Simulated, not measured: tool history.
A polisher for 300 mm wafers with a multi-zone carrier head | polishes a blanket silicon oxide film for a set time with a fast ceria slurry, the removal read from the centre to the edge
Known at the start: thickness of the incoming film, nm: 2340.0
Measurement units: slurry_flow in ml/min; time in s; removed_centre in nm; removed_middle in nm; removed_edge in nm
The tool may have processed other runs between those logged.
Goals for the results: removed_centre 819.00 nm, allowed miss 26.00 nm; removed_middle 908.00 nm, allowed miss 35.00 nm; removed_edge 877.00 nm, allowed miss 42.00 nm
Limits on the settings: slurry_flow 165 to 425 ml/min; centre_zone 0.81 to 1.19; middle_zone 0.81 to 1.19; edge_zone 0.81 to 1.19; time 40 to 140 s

run  hour  slurry_flow  centre_zone  middle_zone  edge_zone  time  removed_centre  removed_middle  removed_edge
  1   0.0          275         1.00         1.00       1.00    90          644.61          648.21        651.06
  2   3.8          275         1.06         1.00       1.00    90          672.67          642.53        664.01
  3   5.9          210         1.06         1.00       1.00    90          663.54          610.51        641.80
  4  14.6          210         1.06         1.00       1.07    90          656.18          613.86        658.32
  5  23.5          210         1.06         1.00       1.12    90          657.38          615.48        658.00
  6  27.0          225         1.04         1.02       1.13    96          693.10          688.53        705.09
  7  29.3          225         1.04         1.02       1.13    96          694.28          676.22        719.98
  8  32.0          245         1.04         1.06       1.14    99          728.01          750.42        748.18
  9  35.3          260         1.03         1.07       1.15   102          743.98          767.31        768.12
 10  39.8          265         1.02         1.08       1.16   105          771.42          781.12        825.60
 11  43.5          270         1.02         1.11       1.14   106          766.56          832.52        816.38
 12  50.9          280         1.02         1.12       1.15   107          777.77          844.29        823.83
 13  54.2          285         1.02         1.13       1.16   108          804.68          860.46        842.39

Exercise: of the 5 proposed moves below, exactly one satisfies all targets within the stated allowed misses. Which move is it?
  A  57.5          310         0.98         0.96       1.18   114               ?               ?             ?
  B  57.5          275         1.03         1.07       1.15   111               ?               ?             ?
  C  57.5          280         1.00         1.12       1.14   113               ?               ?             ?
  D  57.5          225         1.09         1.11       1.17   104               ?               ?             ?
  E  57.5          210         1.08         1.19       0.93   112               ?               ?             ?

move  removed_centre  removed_middle  removed_edge
   A          825.28          810.36        880.25
   B          833.39          853.39        835.99
   C          825.70          905.45        848.02
   D          802.90          803.10        774.14
   E          846.98          908.88        737.68
A: moves away from the targets compared with the last run
B: moves away from the targets compared with the last run
C: every result lands within tolerance
D: moves away from the targets compared with the last run
E: gets the furthest-off result to its target, but another result is out of tolerance
The right move is C.
